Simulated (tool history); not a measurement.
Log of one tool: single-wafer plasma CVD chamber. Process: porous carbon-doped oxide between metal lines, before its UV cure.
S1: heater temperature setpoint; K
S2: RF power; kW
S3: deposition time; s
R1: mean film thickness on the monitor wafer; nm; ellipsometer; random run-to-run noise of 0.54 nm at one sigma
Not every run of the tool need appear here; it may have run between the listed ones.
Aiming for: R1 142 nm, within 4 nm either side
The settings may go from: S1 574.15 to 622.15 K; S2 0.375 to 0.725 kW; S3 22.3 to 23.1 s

run  hour      S1     S2    S3      R1
  1     0  598.15   0.55  22.3  104.87
  2   6.4  596.15   0.58  22.4  112.27
  3  14.7  596.15  0.655  22.4  123.55
  4  22.7  594.15  0.665  22.4  127.91
  5    31  594.15  0.665  22.3  126.44
  6  38.2  590.15  0.665  22.3  129.29
  7  45.4  588.15   0.67  22.3  132.02
  8  49.1  587.15  0.675  22.3   133.4
  9  52.1  586.15   0.68  22.3     136

5 next moves are on the table. One of them brings every result within its allowed miss. Which?
  A  55.1  579.15   0.59  22.3   ?
  B  55.1  586.15   0.65  22.3   ?
  C  55.1  591.15  0.695  22.3   ?
  D  55.1  587.15  0.675  22.3   ?
  E  55.1  592.15  0.715  23.1   ?

move      R1
   A  124.56
   B  129.72
   C  133.19
   D  133.06
   E  140.23
A: lands further from the targets than the last run did
B: lands further from the targets than the last run did
C: lands further from the targets than the last run did
D: lands further from the targets than the last run did
E: every result within its allowed miss
E is the move that brings every result within its allowed miss.

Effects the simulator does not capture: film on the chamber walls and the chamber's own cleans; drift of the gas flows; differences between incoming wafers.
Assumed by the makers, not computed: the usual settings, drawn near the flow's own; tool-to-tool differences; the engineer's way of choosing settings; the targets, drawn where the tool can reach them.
